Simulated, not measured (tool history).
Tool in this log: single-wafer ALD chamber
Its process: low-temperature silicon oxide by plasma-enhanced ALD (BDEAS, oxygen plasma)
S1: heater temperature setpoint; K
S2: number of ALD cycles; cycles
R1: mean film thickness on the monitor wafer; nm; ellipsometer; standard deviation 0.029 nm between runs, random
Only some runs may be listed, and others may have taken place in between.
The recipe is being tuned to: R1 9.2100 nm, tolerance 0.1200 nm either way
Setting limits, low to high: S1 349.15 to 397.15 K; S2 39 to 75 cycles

run,hour,S1,S2,R1
1,0.0,373.15,57,8.2457
2,3.4,373.15,51,7.3605
3,10.2,377.15,51,7.2915
4,16.1,387.15,51,7.1689
5,22.6,387.15,56,7.8708
6,23.3,383.15,57,8.0632
7,29.2,380.15,58,8.2297
8,35.9,377.15,59,8.4251
9,44.5,375.15,60,8.5689
10,46.1,373.15,61,8.7924
11,48.8,371.15,61,8.8139
12,51.2,369.15,61,8.8995
13,57.9,367.15,61,8.9723
14,59.8,366.15,61,8.9989
15,60.6,365.15,61,9.0330
16,64.3,365.15,61,9.0445
17,70.2,364.15,61,9.0342

4 candidate next runs follow, results not yet known. Just one meets every target within its allowed miss. Identify it.
A,76.1,370.15,63,?
B,76.1,368.15,59,?
C,76.1,367.15,60,?
D,76.1,365.15,59,?

move,R1
A,9.1976
B,8.6760
C,8.8548
D,8.7696
A: all results in spec
B: the biggest miss grows against the last run
C: the biggest miss grows against the last run
D: the biggest miss grows against the last run
Correct choice: A, which meets every target
